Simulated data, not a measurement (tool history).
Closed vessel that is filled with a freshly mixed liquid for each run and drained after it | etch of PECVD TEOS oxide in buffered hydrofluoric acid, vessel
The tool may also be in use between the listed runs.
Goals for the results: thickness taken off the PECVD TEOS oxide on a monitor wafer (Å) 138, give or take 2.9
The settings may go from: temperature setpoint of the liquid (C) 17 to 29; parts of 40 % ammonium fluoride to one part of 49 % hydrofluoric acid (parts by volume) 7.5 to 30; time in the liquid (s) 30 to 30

run  hour  temperature setpoint of the liquid (C)  parts of 40 % ammonium fluoride to one part of 49 % hydrofluoric acid (parts by volume)  time in the liquid (s)  thickness taken off the PECVD TEOS oxide on a monitor wafer (Å)
  1     0                                      21                                                                                     20.5                      30                                                           208.99
  2   4.3                                      21                                                                                       16                      30                                                           266.57
  3    12                                      21                                                                                       16                      30                                                           264.04
  4  16.7                                      21                                                                                       16                      30                                                            261.4
  5  20.1                                    20.5                                                                                       17                      30                                                           241.96
  6  22.8                                      20                                                                                       18                      30                                                           221.77
  7  25.1                                      17                                                                                     24.5                      30                                                           146.88
  8  30.5                                      17                                                                                     25.5                      30                                                           143.03

Exercise: of the 5 proposed moves below, exactly one satisfies all targets within the stated allowed misses. Which move is it?
  A  35.9                                      17                                                                                       25                      30                                                                ?
  B  35.9                                      18                                                                                     29.5                      30                                                                ?
  C  35.9                                      18                                                                                     24.5                      30                                                                ?
  D  35.9                                      17                                                                                     24.5                      30                                                                ?
  E  35.9                                    17.5                                                                                       30                      30                                                                ?

move  thickness taken off the PECVD TEOS oxide on a monitor wafer (Å)
   A                                                           144.78
   B                                                            136.7
   C                                                           155.46
   D                                                           146.82
   E                                                            131.3
A: the biggest miss grows against the last run
B: all results land within tolerance of their targets
C: the biggest miss grows against the last run
D: the biggest miss grows against the last run
E: moves the result that the last run missed by most past its target, out the other side
B is the move that brings every result within its allowed miss.

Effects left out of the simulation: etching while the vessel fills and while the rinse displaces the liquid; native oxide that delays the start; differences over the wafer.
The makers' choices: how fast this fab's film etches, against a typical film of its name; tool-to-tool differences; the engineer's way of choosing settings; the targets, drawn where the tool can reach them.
